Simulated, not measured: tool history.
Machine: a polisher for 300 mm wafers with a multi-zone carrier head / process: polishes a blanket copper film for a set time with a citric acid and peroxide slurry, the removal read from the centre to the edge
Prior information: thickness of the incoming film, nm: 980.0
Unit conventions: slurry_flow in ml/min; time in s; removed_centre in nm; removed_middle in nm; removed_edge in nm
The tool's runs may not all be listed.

| run | hour | slurry_flow | centre_zone | middle_zone | edge_zone | slurry_solids | time | removed_centre | removed_middle | removed_edge |
|---|---|---|---|---|---|---|---|---|---|---|
| 1 | 0.0 | 245 | 1.00 | 1.00 | 1.00 | 1.00 | 35 | 123.040 | 130.400 | 125.380 |
| 2 | 3.9 | 245 | 0.97 | 1.00 | 1.00 | 1.00 | 35 | 127.010 | 128.430 | 122.690 |
| 3 | 9.1 | 225 | 1.01 | 1.03 | 0.99 | 0.85 | 30 | 106.440 | 108.000 | 102.400 |
| 4 | 13.2 | 220 | 0.95 | 1.07 | 1.01 | 0.75 | 27 | 87.780 | 97.133 | 89.293 |
| 5 | 18.8 | 215 | 0.92 | 1.06 | 0.97 | 0.65 | 26 | 78.292 | 90.907 | 81.180 |
| 6 | 20.8 | 210 | 0.91 | 1.03 | 0.93 | 0.60 | 26 | 76.654 | 86.629 | 79.315 |
| 7 | 27.0 | 205 | 0.90 | 1.03 | 0.90 | 0.55 | 25 | 71.621 | 80.785 | 72.679 |

Run 8 is up next; what results do you expect?
| 8 | 27.9 | 205 | 0.90 | 1.03 | 0.90 | 0.55 | 25 | ? | ? | ? |

removed_centre: 69.743 nm
removed_middle: 81.744 nm
removed_edge: 72.699 nm
